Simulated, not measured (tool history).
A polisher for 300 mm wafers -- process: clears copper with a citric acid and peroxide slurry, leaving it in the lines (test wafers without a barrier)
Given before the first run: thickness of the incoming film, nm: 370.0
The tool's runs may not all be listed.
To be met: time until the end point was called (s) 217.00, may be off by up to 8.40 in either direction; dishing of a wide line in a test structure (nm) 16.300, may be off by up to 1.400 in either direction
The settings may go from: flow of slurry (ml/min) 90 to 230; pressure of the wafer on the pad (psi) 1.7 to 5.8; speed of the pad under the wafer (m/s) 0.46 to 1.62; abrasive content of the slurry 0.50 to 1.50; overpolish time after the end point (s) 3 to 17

run	day	flow of slurry (ml/min)	pressure of the wafer on the pad (psi)	speed of the pad under the wafer (m/s)	abrasive content of the slurry	overpolish time after the end point (s)	time until the end point was called (s)	dishing of a wide line in a test structure (nm)
1	0.000	150	3.7	1.04	1.00	9	121.22	19.922
2	0.350	150	3.7	0.92	1.00	9	137.36	18.064
3	0.383	130	3.7	0.92	1.00	9	139.82	16.804
4	0.729	125	3.3	0.92	1.00	10	161.48	17.594
5	0.775	125	3.3	0.92	1.20	10	152.66	18.706
6	1.075	125	2.5	0.92	1.20	10	200.87	13.987
7	1.383	125	2.4	0.92	1.20	11	209.96	14.844
8	1.408	125	2.4	0.92	1.20	12	206.01	16.693

Exactly one of the 4 candidate moves below puts every result within its allowed miss. Which one?
A	1.433	115	4.1	0.48	1.15	13	?	?
B	1.433	110	2.8	0.82	1.35	12	?	?
C	1.433	120	2.4	0.98	1.20	11	?	?
D	1.433	90	2.5	0.90	1.30	13	?	?

move	time until the end point was called (s)	dishing of a wide line in a test structure (nm)
A	235.14	16.011
B	198.00	17.240
C	194.72	16.103
D	216.60	17.030
A: takes the result that was furthest off past its target
B: its largest miss is bigger than the last run's
C: its largest miss is bigger than the last run's
D: every result within its allowed miss
Correct choice: D, which meets every target
